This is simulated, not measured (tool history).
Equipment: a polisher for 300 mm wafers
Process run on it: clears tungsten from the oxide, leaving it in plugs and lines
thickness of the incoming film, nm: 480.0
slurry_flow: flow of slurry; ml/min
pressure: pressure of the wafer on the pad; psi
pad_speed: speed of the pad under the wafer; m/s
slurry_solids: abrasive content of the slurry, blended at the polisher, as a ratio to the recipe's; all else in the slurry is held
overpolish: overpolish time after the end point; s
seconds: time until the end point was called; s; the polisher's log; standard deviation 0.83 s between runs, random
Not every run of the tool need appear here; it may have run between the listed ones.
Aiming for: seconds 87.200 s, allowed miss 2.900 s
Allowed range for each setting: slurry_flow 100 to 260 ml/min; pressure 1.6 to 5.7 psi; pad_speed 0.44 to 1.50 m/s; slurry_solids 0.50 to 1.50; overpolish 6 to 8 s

run	hour	slurry_flow	pressure	pad_speed	slurry_solids	overpolish	seconds
1	0.0	165	3.6	0.96	1.00	8	119.510
2	6.9	165	3.6	0.96	1.00	6	118.440
3	15.2	205	3.6	0.96	1.00	6	115.060
4	18.2	205	3.8	0.96	1.00	6	109.140
5	23.0	205	3.8	0.96	1.00	6	110.620
6	25.3	205	4.0	0.96	1.00	6	105.000
7	31.1	205	4.2	0.96	1.00	6	99.485
8	39.2	205	4.3	0.96	1.00	6	97.388
9	48.1	205	4.4	0.96	1.00	6	94.147
10	56.2	205	4.5	0.96	1.00	6	94.467
11	58.9	210	4.6	0.96	1.00	6	90.644

5 next moves are on the table. One of them brings every result within its allowed miss. Which?
A	61.6	245	3.8	1.12	0.95	8	?
B	61.6	255	4.2	1.08	1.00	6	?
C	61.6	185	4.8	0.88	1.00	8	?
D	61.6	240	4.4	0.90	1.15	8	?
E	61.6	205	4.5	0.98	0.90	6	?

move	seconds
A	93.576
B	86.702
C	95.878
D	96.576
E	93.003
A: further off than the last run
B: meets every target
C: further off than the last run
D: further off than the last run
E: further off than the last run
Answer: B

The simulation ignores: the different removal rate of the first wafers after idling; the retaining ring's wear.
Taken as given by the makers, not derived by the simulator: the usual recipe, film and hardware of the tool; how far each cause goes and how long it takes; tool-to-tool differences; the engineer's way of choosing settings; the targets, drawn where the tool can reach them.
